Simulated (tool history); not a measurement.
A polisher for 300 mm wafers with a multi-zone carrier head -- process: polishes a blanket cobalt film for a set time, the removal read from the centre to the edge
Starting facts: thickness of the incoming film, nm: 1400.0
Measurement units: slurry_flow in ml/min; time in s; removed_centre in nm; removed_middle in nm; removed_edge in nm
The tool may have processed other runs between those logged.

run 1 hour=0.0 | slurry_flow=150 centre_zone=1.00 middle_zone=1.00 edge_zone=1.00 time=62 | removed_centre=267.89 removed_middle=268.05 removed_edge=261.53
run 2 hour=3.3 | slurry_flow=150 centre_zone=1.00 middle_zone=1.00 edge_zone=0.97 time=62 | removed_centre=271.10 removed_middle=272.00 removed_edge=256.15
run 3 hour=4.5 | slurry_flow=155 centre_zone=1.02 middle_zone=1.02 edge_zone=0.98 time=64 | removed_centre=286.60 removed_middle=284.83 removed_edge=266.33
run 4 hour=12.0 | slurry_flow=145 centre_zone=1.02 middle_zone=1.02 edge_zone=0.98 time=64 | removed_centre=277.69 removed_middle=278.28 removed_edge=264.36
run 5 hour=16.2 | slurry_flow=150 centre_zone=1.03 middle_zone=1.03 edge_zone=0.99 time=66 | removed_centre=296.42 removed_middle=294.48 removed_edge=269.12
run 6 hour=17.4 | slurry_flow=155 centre_zone=1.03 middle_zone=1.03 edge_zone=1.00 time=68 | removed_centre=307.28 removed_middle=312.40 removed_edge=282.54
run 7 hour=18.6 | slurry_flow=155 centre_zone=1.03 middle_zone=1.03 edge_zone=1.00 time=68 | removed_centre=310.13 removed_middle=303.63 removed_edge=283.32
run 8 hour=23.5 | slurry_flow=160 centre_zone=1.03 middle_zone=1.04 edge_zone=1.01 time=69 | removed_centre=307.71 removed_middle=317.00 removed_edge=291.80
run 9 hour=31.5 | slurry_flow=165 centre_zone=1.04 middle_zone=1.05 edge_zone=1.01 time=70 | removed_centre=321.87 removed_middle=325.94 removed_edge=293.68
run 10 hour=38.0 | slurry_flow=170 centre_zone=1.05 middle_zone=1.06 edge_zone=1.02 time=71 | removed_centre=334.11 removed_middle=337.12 removed_edge=302.73
run 11 hour=39.4 | slurry_flow=175 centre_zone=1.06 middle_zone=1.07 edge_zone=1.03 time=72 | removed_centre=338.50 removed_middle=341.87 removed_edge=310.30
run 12 hour=41.0 | slurry_flow=180 centre_zone=1.07 middle_zone=1.08 edge_zone=1.03 time=73 | removed_centre=356.71 removed_middle=349.14 removed_edge=311.22
run 13 hour=48.8 | slurry_flow=200 centre_zone=1.10 middle_zone=1.18 edge_zone=1.13 time=82 | removed_centre=419.08 removed_middle=440.03 removed_edge=370.24

For run 14, what comes out?
run 14 hour=54.3 | slurry_flow=205 centre_zone=1.12 middle_zone=1.17 edge_zone=1.12 time=81 | removed_centre=? removed_middle=? removed_edge=?

removed_centre: 415.03 nm
removed_middle: 431.25 nm
removed_edge: 369.90 nm
